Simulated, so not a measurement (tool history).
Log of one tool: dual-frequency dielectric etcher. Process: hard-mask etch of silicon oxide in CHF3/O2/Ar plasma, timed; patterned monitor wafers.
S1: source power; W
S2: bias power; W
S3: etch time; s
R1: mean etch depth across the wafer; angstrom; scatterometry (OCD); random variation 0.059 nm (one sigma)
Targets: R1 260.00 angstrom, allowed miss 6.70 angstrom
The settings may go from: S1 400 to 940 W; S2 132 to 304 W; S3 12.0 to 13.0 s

{"run": 1, "day": 0.0, "S1": 670, "S2": 218, "S3": 13.0, "R1": 295.57}
{"run": 2, "day": 0.333, "S1": 670, "S2": 251, "S3": 13.0, "R1": 315.97}
{"run": 3, "day": 0.658, "S1": 650, "S2": 247, "S3": 13.0, "R1": 308.16}
{"run": 4, "day": 0.792, "S1": 630, "S2": 244, "S3": 13.0, "R1": 303.42}
{"run": 5, "day": 1.017, "S1": 610, "S2": 241, "S3": 13.0, "R1": 298.03}
{"run": 6, "day": 1.325, "S1": 590, "S2": 239, "S3": 13.0, "R1": 291.51}
{"run": 7, "day": 1.529, "S1": 570, "S2": 238, "S3": 13.0, "R1": 285.75}
{"run": 8, "day": 1.625, "S1": 560, "S2": 237, "S3": 13.0, "R1": 284.28}
{"run": 9, "day": 1.738, "S1": 550, "S2": 236, "S3": 13.0, "R1": 281.86}
{"run": 10, "day": 1.792, "S1": 550, "S2": 236, "S3": 13.0, "R1": 281.37}
{"run": 11, "day": 1.825, "S1": 430, "S2": 222, "S3": 13.0, "R1": 244.91}
{"run": 12, "day": 2.188, "S1": 440, "S2": 222, "S3": 13.0, "R1": 247.72}
{"run": 13, "day": 2.258, "S1": 450, "S2": 222, "S3": 13.0, "R1": 250.81}
{"run": 14, "day": 2.375, "S1": 510, "S2": 228, "S3": 13.0, "R1": 267.91}

5 next moves are on the table. One of them brings every result within its allowed miss. Which?
{"run": "A", "day": 2.492, "S1": 530, "S2": 264, "S3": 12.5, "R1": "?"}
{"run": "B", "day": 2.492, "S1": 540, "S2": 244, "S3": 13.0, "R1": "?"}
{"run": "C", "day": 2.492, "S1": 610, "S2": 221, "S3": 12.5, "R1": "?"}
{"run": "D", "day": 2.492, "S1": 490, "S2": 217, "S3": 13.0, "R1": "?"}
{"run": "E", "day": 2.492, "S1": 560, "S2": 228, "S3": 13.0, "R1": "?"}

move=A R1=280.23
move=B R1=283.08
move=C R1=273.77
move=D R1=256.44
move=E R1=278.47
A: further off than the last run
B: further off than the last run
C: further off than the last run
D: meets every target
E: further off than the last run
Answer: D
